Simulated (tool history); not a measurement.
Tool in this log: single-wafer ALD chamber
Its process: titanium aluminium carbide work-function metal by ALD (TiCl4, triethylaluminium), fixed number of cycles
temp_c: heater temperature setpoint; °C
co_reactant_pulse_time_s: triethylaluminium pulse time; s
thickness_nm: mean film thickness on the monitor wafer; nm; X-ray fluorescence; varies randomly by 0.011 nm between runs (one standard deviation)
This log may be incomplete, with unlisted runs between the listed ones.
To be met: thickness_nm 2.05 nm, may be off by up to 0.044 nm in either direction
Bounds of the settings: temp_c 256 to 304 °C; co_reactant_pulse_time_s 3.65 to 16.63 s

{"run": 1, "hour": 0.0, "temp_c": 280, "co_reactant_pulse_time_s": 10.14, "thickness_nm": 1.8652}
{"run": 2, "hour": 5.7, "temp_c": 284, "co_reactant_pulse_time_s": 10.6, "thickness_nm": 1.9009}
{"run": 3, "hour": 10.6, "temp_c": 287, "co_reactant_pulse_time_s": 11.08, "thickness_nm": 1.9269}
{"run": 4, "hour": 12.1, "temp_c": 287, "co_reactant_pulse_time_s": 12.63, "thickness_nm": 1.9492}
{"run": 5, "hour": 18.4, "temp_c": 287, "co_reactant_pulse_time_s": 9.84, "thickness_nm": 1.9051}
{"run": 6, "hour": 19.8, "temp_c": 287, "co_reactant_pulse_time_s": 8.83, "thickness_nm": 1.896}
{"run": 7, "hour": 28.4, "temp_c": 291, "co_reactant_pulse_time_s": 9.35, "thickness_nm": 1.9625}
{"run": 8, "hour": 34.9, "temp_c": 293, "co_reactant_pulse_time_s": 9.47, "thickness_nm": 1.9656}

Below are 4 possible settings for the next run. Only one of them brings all results inside the allowed miss of their targets. Which is it?
{"run": "A", "hour": 41.4, "temp_c": 288, "co_reactant_pulse_time_s": 9.19, "thickness_nm": "?"}
{"run": "B", "hour": 41.4, "temp_c": 275, "co_reactant_pulse_time_s": 8.94, "thickness_nm": "?"}
{"run": "C", "hour": 41.4, "temp_c": 302, "co_reactant_pulse_time_s": 10.11, "thickness_nm": "?"}
{"run": "D", "hour": 41.4, "temp_c": 286, "co_reactant_pulse_time_s": 10.15, "thickness_nm": "?"}

move=A thickness_nm=1.9159
move=B thickness_nm=1.7943
move=C thickness_nm=2.0608
move=D thickness_nm=1.9147
A: further off than the last run
B: further off than the last run
C: all results in spec
D: further off than the last run
The move that meets every target is C.
